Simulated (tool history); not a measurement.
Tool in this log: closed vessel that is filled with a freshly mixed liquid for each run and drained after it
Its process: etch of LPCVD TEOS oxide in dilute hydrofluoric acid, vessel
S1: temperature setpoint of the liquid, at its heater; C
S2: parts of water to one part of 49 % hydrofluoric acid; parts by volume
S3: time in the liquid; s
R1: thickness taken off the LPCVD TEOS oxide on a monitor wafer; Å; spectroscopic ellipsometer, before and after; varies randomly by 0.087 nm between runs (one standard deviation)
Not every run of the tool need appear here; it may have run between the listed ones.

Run 1, hour 0.0: S1 20.0 C, S2 130 parts by volume, S3 30 s. Result: R1 58.250 Å.
Run 2, hour 8.6: S1 22.0 C, S2 120 parts by volume, S3 30 s. Result: R1 69.841 Å.
Run 3, hour 16.4: S1 23.5 C, S2 115 parts by volume, S3 30 s. Result: R1 76.899 Å.
Run 4, hour 20.1: S1 23.5 C, S2 115 parts by volume, S3 30 s. Result: R1 75.470 Å.
Run 5, hour 21.5: S1 23.5 C, S2 115 parts by volume, S3 30 s. Result: R1 75.127 Å.
Run 6, hour 22.8: S1 24.5 C, S2 110 parts by volume, S3 30 s. Result: R1 83.355 Å.
Run 7, hour 27.5: S1 25.5 C, S2 110 parts by volume, S3 30 s. Result: R1 88.557 Å.
Run 8, hour 33.3: S1 26.0 C, S2 110 parts by volume, S3 30 s. Result: R1 89.698 Å.
Run 9, hour 39.0: S1 26.5 C, S2 110 parts by volume, S3 30 s. Result: R1 89.041 Å.
At hour 40.5: thermometer replaced.
Run 10, hour 40.5: S1 26.5 C, S2 110 parts by volume, S3 30 s. Result: R1 86.761 Å.

For run 11, what comes out?
Run 11, hour 44.9: S1 27.0 C, S2 105 parts by volume, S3 30 s. Result: R1 ?.

{"run 11": {"R1": 93.384}}
